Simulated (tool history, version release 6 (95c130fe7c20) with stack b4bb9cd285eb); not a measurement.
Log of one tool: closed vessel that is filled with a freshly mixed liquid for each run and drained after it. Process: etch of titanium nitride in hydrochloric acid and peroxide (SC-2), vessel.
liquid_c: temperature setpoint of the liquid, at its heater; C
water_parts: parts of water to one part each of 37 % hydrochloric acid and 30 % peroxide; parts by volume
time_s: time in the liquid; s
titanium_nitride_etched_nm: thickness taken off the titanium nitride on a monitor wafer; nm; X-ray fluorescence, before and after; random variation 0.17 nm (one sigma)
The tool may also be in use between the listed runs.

{"run": 1, "hour": 0.0, "liquid_c": 55, "water_parts": 7, "time_s": 180, "titanium_nitride_etched_nm": 14.661}
{"run": 2, "hour": 3.2, "liquid_c": 55, "water_parts": 7, "time_s": 180, "titanium_nitride_etched_nm": 14.575}
{"run": 3, "hour": 7.6, "liquid_c": 55, "water_parts": 7, "time_s": 125, "titanium_nitride_etched_nm": 10.163}
{"run": 4, "hour": 10.8, "liquid_c": 57, "water_parts": 7, "time_s": 125, "titanium_nitride_etched_nm": 11.431}
{"run": 5, "hour": 17.0, "liquid_c": 63, "water_parts": 7, "time_s": 125, "titanium_nitride_etched_nm": 16.619}
{"run": 6, "hour": 19.4, "liquid_c": 69, "water_parts": 7, "time_s": 125, "titanium_nitride_etched_nm": 24.148}

The next listed run, before its measurement:
{"run": 7, "hour": 24.0, "liquid_c": 68.5, "water_parts": 7, "time_s": 125, "titanium_nitride_etched_nm": "?"}

{"run 7": {"titanium_nitride_etched_nm": 23.428}}
